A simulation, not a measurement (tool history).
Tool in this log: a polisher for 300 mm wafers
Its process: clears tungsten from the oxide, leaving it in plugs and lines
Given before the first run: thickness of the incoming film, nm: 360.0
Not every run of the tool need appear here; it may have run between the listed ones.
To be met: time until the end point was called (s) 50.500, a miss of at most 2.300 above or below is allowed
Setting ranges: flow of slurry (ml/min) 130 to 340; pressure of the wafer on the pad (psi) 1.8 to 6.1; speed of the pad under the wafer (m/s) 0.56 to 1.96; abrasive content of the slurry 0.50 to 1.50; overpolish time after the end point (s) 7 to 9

run,hour,flow of slurry (ml/min),pressure of the wafer on the pad (psi),speed of the pad under the wafer (m/s),abrasive content of the slurry,overpolish time after the end point (s),time until the end point was called (s)
1,0.0,220,3.9,1.26,1.00,9,67.753
2,7.0,220,3.9,1.04,1.00,9,80.135
3,11.5,220,4.3,1.06,1.00,9,74.193
4,12.5,220,4.3,1.06,1.00,9,73.065
5,13.9,220,4.7,1.08,1.00,9,66.616
6,20.8,270,4.7,1.08,1.00,9,63.849
7,29.0,270,5.0,1.08,1.00,9,59.969
8,31.6,270,5.2,1.08,1.00,9,56.838
9,32.3,270,5.3,1.08,1.00,9,57.414
10,35.4,270,5.4,1.08,1.00,9,56.310
11,37.8,270,5.4,1.08,1.00,9,56.252
12,45.7,270,5.5,1.08,1.00,9,55.257
13,52.0,275,5.6,1.08,1.00,9,54.929

Below are 5 possible settings for the next run. Only one of them brings all results inside the allowed miss of their targets. Which is it?
A,58.3,280,6.0,1.28,0.60,9,?
B,58.3,295,5.1,1.28,0.95,7,?
C,58.3,340,5.7,1.26,1.15,9,?
D,58.3,225,5.9,0.98,1.10,9,?
E,58.3,330,5.4,1.26,1.30,7,?

move,time until the end point was called (s)
A,46.398
B,50.479
C,43.931
D,56.977
E,45.419
A: the result that was furthest off in the last run now lies on the other side of its target
B: hits every target within its allowed miss
C: the result that was furthest off in the last run now lies on the other side of its target
D: misses by more than the last run did
E: the result that was furthest off in the last run now lies on the other side of its target
Correct choice: B, which meets every target
